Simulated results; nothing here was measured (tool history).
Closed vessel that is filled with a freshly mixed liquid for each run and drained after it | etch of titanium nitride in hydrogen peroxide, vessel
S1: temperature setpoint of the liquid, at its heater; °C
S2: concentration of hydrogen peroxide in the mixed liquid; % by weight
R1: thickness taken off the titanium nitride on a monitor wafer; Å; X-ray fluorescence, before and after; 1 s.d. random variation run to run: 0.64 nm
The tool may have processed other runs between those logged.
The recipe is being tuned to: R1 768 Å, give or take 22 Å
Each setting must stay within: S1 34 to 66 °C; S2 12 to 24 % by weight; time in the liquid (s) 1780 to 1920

{"run": 1, "hour": 0.0, "S1": 50, "S2": 16, "time in the liquid (s)": 1780, "R1": 407.44}
{"run": 2, "hour": 5.4, "S1": 54, "S2": 16, "time in the liquid (s)": 1780, "R1": 541.15}
{"run": 3, "hour": 10.1, "S1": 54, "S2": 16, "time in the liquid (s)": 1780, "R1": 548.28}
{"run": 4, "hour": 14.6, "S1": 57, "S2": 16, "time in the liquid (s)": 1780, "R1": 658.11}
{"run": 5, "hour": 19.8, "S1": 57, "S2": 16, "time in the liquid (s)": 1780, "R1": 671.69}
{"run": 6, "hour": 23.3, "S1": 57, "S2": 13, "time in the liquid (s)": 1780, "R1": 641.52}
{"run": 7, "hour": 30.3, "S1": 57.5, "S2": 13, "time in the liquid (s)": 1780, "R1": 658}
{"run": 8, "hour": 36.6, "S1": 58, "S2": 13, "time in the liquid (s)": 1780, "R1": 685.83}

Which of these 4 next moves meets every target?
{"run": "A", "hour": 42.9, "S1": 56, "S2": 12, "time in the liquid (s)": 1920, "R1": "?"}
{"run": "B", "hour": 42.9, "S1": 58.5, "S2": 15, "time in the liquid (s)": 1890, "R1": "?"}
{"run": "C", "hour": 42.9, "S1": 55.5, "S2": 12, "time in the liquid (s)": 1920, "R1": "?"}
{"run": "D", "hour": 42.9, "S1": 60.5, "S2": 12.5, "time in the liquid (s)": 1780, "R1": "?"}

move=A R1=630.06
move=B R1=772.43
move=C R1=608.47
move=D R1=802.47
A: the biggest miss grows against the last run
B: in spec on every target
C: the biggest miss grows against the last run
D: takes the biggest miss from the last run beyond its target
B is the move that brings every result within its allowed miss.
